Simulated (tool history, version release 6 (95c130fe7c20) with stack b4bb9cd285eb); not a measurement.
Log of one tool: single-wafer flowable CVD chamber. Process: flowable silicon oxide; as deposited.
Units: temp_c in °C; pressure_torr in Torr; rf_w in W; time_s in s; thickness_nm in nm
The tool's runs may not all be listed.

run    day  temp_c  pressure_torr  rf_w  time_s  thickness_nm
  1      0     100          0.886  2170     839        599.11
  2  0.188      91          0.886  2170     839        788.23
  3  0.296      91          0.886  2170     839        790.69
  4  0.592      91          0.802  2170     839        715.79
  5   0.65      91          0.802  2170     865        735.85
  6  0.946      95          0.801  2170     865        644.63

Run 7 comes next. What will it give?
  7  1.142      98          0.801  2170     865             ?

thickness_nm: 590.42 nm

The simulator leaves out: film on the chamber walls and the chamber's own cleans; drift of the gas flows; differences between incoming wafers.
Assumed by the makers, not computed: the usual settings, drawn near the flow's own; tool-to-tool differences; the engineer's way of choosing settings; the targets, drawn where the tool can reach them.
